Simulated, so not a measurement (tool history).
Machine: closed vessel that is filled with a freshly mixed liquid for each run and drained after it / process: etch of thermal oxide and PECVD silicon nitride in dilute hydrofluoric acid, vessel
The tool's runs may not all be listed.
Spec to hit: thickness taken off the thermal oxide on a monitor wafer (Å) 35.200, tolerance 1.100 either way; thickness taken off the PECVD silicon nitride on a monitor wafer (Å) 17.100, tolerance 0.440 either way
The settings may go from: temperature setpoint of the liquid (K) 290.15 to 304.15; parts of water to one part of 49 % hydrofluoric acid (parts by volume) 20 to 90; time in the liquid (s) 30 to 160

run    day  temperature setpoint of the liquid (K)  parts of water to one part of 49 % hydrofluoric acid (parts by volume)  time in the liquid (s)  thickness taken off the thermal oxide on a monitor wafer (Å)  thickness taken off the PECVD silicon nitride on a monitor wafer (Å)
  1  0.000                                  296.15                                                                      50                      80                                                        82.225                                                                46.232
  2  0.262                                  296.15                                                                      65                      80                                                        60.642                                                                35.871
  3  0.558                                  296.15                                                                      55                      80                                                        72.708                                                                42.632
  4  0.633                                  294.65                                                                      60                      80                                                        61.730                                                                34.757
  5  1.017                                  294.65                                                                      60                      55                                                        43.091                                                                24.137
  6  1.188                                  292.65                                                                      60                      55                                                        40.024                                                                21.025
  7  1.567                                  292.15                                                                      60                      55                                                        38.428                                                                20.538
  8  1.708                                  291.65                                                                      60                      55                                                        37.150                                                                19.706
  9  1.904                                  291.15                                                                      60                      55                                                        36.835                                                                18.809
 10  2.267                                  290.65                                                                      60                      55                                                        36.202                                                                18.220
 11  2.479                                  290.15                                                                      60                      55                                                        34.912                                                                17.757
 12  2.542                                  290.15                                                                      60                      50                                                        32.050                                                                15.912

Which single option among these 4 for the next run brings every result within its allowed miss of target? Just one does.
  A  2.604                                  294.15                                                                      70                      50                                                             ?                                                                     ?
  B  2.604                                  292.65                                                                      60                      45                                                             ?                                                                     ?
  C  2.604                                  290.15                                                                      50                      45                                                             ?                                                                     ?
  D  2.604                                  294.15                                                                      70                      45                                                             ?                                                                     ?

move  thickness taken off the thermal oxide on a monitor wafer (Å)  thickness taken off the PECVD silicon nitride on a monitor wafer (Å)
   A                                                        32.656                                                                18.469
   B                                                        32.582                                                                17.422
   C                                                        35.524                                                                17.446
   D                                                        29.391                                                                16.622
A: its largest miss is bigger than the last run's
B: gains on the last run, yet a result remains outside its allowed miss
C: all results land within tolerance of their targets
D: its largest miss is bigger than the last run's
C meets every target.
